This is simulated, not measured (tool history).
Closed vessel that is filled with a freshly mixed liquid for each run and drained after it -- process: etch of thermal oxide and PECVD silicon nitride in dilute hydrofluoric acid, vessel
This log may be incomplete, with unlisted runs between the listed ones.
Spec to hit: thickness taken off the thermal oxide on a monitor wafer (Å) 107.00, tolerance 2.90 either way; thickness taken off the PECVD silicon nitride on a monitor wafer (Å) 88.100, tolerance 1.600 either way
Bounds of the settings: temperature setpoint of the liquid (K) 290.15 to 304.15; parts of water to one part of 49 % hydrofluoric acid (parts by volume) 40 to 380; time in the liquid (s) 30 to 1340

run	hour	temperature setpoint of the liquid (K)	parts of water to one part of 49 % hydrofluoric acid (parts by volume)	time in the liquid (s)	thickness taken off the thermal oxide on a monitor wafer (Å)	thickness taken off the PECVD silicon nitride on a monitor wafer (Å)
1	0.0	296.15	210	685	130.01	98.363
2	8.6	296.15	225	700	125.12	94.242
3	13.6	296.15	225	930	164.63	124.150
4	21.2	296.15	255	955	146.28	113.170
5	25.1	292.65	255	955	128.86	90.556
6	30.3	292.65	220	955	152.64	104.720
7	33.4	296.15	305	1050	125.59	104.590
8	36.6	295.65	315	1060	122.73	99.284
9	37.5	295.65	315	1060	120.55	99.574
10	43.7	294.65	335	1085	111.01	88.968

Of the 5 settings listed for the next run, only one would bring every result within its allowed miss of target. Which one?
A	49.9	293.15	325	1145	?	?
B	49.9	293.65	300	1040	?	?
C	49.9	294.15	290	975	?	?
D	49.9	294.15	340	1075	?	?
E	49.9	296.65	290	820	?	?

move	thickness taken off the thermal oxide on a monitor wafer (Å)	thickness taken off the PECVD silicon nitride on a monitor wafer (Å)
A	115.75	88.367
B	118.58	89.507
C	118.17	89.503
D	106.24	84.547
E	108.67	87.961
A: its largest miss is bigger than the last run's
B: its largest miss is bigger than the last run's
C: its largest miss is bigger than the last run's
D: the furthest-off result lands on target, but another misses its tolerance
E: every result within its allowed miss
The right move is E.
